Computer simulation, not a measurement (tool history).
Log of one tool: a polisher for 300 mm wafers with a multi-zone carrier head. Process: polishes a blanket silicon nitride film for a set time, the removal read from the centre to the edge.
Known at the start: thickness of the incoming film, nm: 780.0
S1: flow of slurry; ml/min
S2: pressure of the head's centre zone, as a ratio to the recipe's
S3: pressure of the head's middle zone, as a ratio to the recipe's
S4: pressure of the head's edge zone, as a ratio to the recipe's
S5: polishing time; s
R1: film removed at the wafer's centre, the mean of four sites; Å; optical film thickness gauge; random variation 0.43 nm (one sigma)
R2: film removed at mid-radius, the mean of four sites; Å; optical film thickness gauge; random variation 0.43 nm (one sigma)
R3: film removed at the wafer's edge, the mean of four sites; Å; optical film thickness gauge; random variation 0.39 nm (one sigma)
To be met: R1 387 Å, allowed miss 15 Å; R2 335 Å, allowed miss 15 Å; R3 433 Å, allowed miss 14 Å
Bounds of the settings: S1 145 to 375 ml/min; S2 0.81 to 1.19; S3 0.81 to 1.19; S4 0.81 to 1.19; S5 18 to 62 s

Run 1, day 0: S1 240 ml/min, S2 1, S3 1, S4 1, S5 40 s. Result: R1 630.42 Å, R2 626.1 Å, R3 646.59 Å.
Run 2, day 0.112: S1 235 ml/min, S2 1, S3 0.98, S4 1.01, S5 38 s. Result: R1 612.16 Å, R2 591.87 Å, R3 608.09 Å.
Run 3, day 0.454: S1 235 ml/min, S2 0.98, S3 0.96, S4 1.03, S5 36 s. Result: R1 558.87 Å, R2 551.86 Å, R3 587.27 Å.
Run 4, day 0.788: S1 235 ml/min, S2 0.98, S3 0.96, S4 1.11, S5 36 s. Result: R1 567.01 Å, R2 545.63 Å, R3 608.77 Å.
Run 5, day 1.117: S1 230 ml/min, S2 0.98, S3 0.94, S4 1.12, S5 34 s. Result: R1 526.41 Å, R2 500.16 Å, R3 585.44 Å.
Run 6, day 1.4: S1 225 ml/min, S2 0.98, S3 0.93, S4 1.11, S5 33 s. Result: R1 510.56 Å, R2 488.79 Å, R3 541.81 Å.
Run 7, day 1.567: S1 240 ml/min, S2 0.98, S3 0.92, S4 1.12, S5 32 s. Result: R1 504.79 Å, R2 471.84 Å, R3 538.96 Å.
Run 8, day 1.746: S1 240 ml/min, S2 0.98, S3 0.92, S4 1.12, S5 32 s. Result: R1 494.84 Å, R2 477.51 Å, R3 544.81 Å.
Run 9, day 2.1: S1 240 ml/min, S2 0.98, S3 0.92, S4 1.12, S5 32 s. Result: R1 500.8 Å, R2 473.44 Å, R3 550.72 Å.
Run 10, day 2.229: S1 235 ml/min, S2 0.98, S3 0.91, S4 1.13, S5 31 s. Result: R1 480.55 Å, R2 452.69 Å, R3 526.32 Å.
Run 11, day 2.275: S1 230 ml/min, S2 0.98, S3 0.9, S4 1.14, S5 30 s. Result: R1 471 Å, R2 435.84 Å, R3 505.6 Å.
Run 12, day 2.467: S1 235 ml/min, S2 0.98, S3 0.89, S4 1.15, S5 29 s. Result: R1 451.53 Å, R2 407.24 Å, R3 496.47 Å.
Run 13, day 2.658: S1 230 ml/min, S2 0.98, S3 0.88, S4 1.15, S5 29 s. Result: R1 442.74 Å, R2 405.25 Å, R3 496.86 Å.
Run 14, day 2.854: S1 225 ml/min, S2 0.98, S3 0.87, S4 1.14, S5 29 s. Result: R1 439.74 Å, R2 402.78 Å, R3 482.88 Å.
Run 15, day 3.021: S1 220 ml/min, S2 0.98, S3 0.86, S4 1.15, S5 29 s. Result: R1 455.7 Å, R2 407.29 Å, R3 497.36 Å.
Run 16, day 3.15: S1 220 ml/min, S2 0.98, S3 0.85, S4 1.15, S5 28 s. Result: R1 429.02 Å, R2 374.68 Å, R3 477.09 Å.
Run 17, day 3.325: S1 215 ml/min, S2 0.98, S3 0.85, S4 1.14, S5 28 s. Result: R1 422.75 Å, R2 378.37 Å, R3 475.01 Å.
Run 18, day 3.546: S1 205 ml/min, S2 0.98, S3 0.81, S4 1.13, S5 24 s. Result: R1 367.81 Å, R2 306.91 Å, R3 399.07 Å.
Run 19, day 3.846: S1 210 ml/min, S2 0.98, S3 0.81, S4 1.14, S5 24 s. Result: R1 363.62 Å, R2 310.11 Å, R3 404.58 Å.

4 next moves are on the table. One of them brings every result within its allowed miss. Which?
Run A, day 4.146: S1 155 ml/min, S2 0.98, S3 0.82, S4 1.11, S5 27 s. Result: R1 ?, R2 ?, R3 ?.
Run B, day 4.146: S1 180 ml/min, S2 0.98, S3 0.82, S4 1.15, S5 24 s. Result: R1 ?, R2 ?, R3 ?.
Run C, day 4.146: S1 200 ml/min, S2 0.92, S3 0.89, S4 1.16, S5 24 s. Result: R1 ?, R2 ?, R3 ?.
Run D, day 4.146: S1 210 ml/min, S2 1.02, S3 0.88, S4 1.14, S5 24 s. Result: R1 ?, R2 ?, R3 ?.

move      R1      R2      R3
   A  387.03  331.23  431.01
   B   356.2  303.66  398.97
   C  341.41  331.02  405.91
   D  382.13  330.36  404.67
A: meets every target
B: further off than the last run
C: further off than the last run
D: as far off as the last run
The right move is A.
